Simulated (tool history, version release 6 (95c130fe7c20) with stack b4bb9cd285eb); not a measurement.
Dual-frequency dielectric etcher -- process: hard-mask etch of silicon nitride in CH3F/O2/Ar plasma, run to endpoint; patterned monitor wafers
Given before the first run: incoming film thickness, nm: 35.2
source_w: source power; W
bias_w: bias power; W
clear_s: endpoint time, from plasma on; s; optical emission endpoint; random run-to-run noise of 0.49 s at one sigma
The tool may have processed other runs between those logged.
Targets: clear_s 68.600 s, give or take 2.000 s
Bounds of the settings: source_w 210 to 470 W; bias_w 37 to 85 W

run 1 day=0.000 | source_w=340 bias_w=61 | clear_s=54.328
run 2 day=0.346 | source_w=320 bias_w=59 | clear_s=57.386
run 3 day=0.625 | source_w=320 bias_w=55 | clear_s=58.519
run 4 day=0.942 | source_w=300 bias_w=55 | clear_s=59.930
run 5 day=1.067 | source_w=300 bias_w=65 | clear_s=55.089
run 6 day=1.129 | source_w=290 bias_w=63 | clear_s=57.119
run 7 day=1.158 | source_w=280 bias_w=61 | clear_s=58.017
run 8 day=1.375 | source_w=270 bias_w=59 | clear_s=59.092
run 9 day=1.600 | source_w=260 bias_w=57 | clear_s=61.012
run 10 day=1.904 | source_w=250 bias_w=56 | clear_s=62.335
run 11 day=2.025 | source_w=250 bias_w=55 | clear_s=62.571
run 12 day=2.271 | source_w=250 bias_w=54 | clear_s=62.436
run 13 day=2.550 | source_w=250 bias_w=53 | clear_s=62.999
run 14 day=2.742 | source_w=250 bias_w=52 | clear_s=64.623
run 15 day=2.783 | source_w=250 bias_w=51 | clear_s=64.601

Which one of the following 4 next-run settings gets every result inside its allowed miss? There is exactly one.
run A day=2.825 | source_w=250 bias_w=54 | clear_s=?
run B day=2.825 | source_w=240 bias_w=46 | clear_s=?
run C day=2.825 | source_w=210 bias_w=41 | clear_s=?
run D day=2.825 | source_w=220 bias_w=60 | clear_s=?

move=A clear_s=63.496
move=B clear_s=69.011
move=C clear_s=75.473
move=D clear_s=62.750
A: moves away from the targets compared with the last run
B: each result inside its tolerance
C: takes the biggest miss from the last run beyond its target
D: moves away from the targets compared with the last run
Answer: B

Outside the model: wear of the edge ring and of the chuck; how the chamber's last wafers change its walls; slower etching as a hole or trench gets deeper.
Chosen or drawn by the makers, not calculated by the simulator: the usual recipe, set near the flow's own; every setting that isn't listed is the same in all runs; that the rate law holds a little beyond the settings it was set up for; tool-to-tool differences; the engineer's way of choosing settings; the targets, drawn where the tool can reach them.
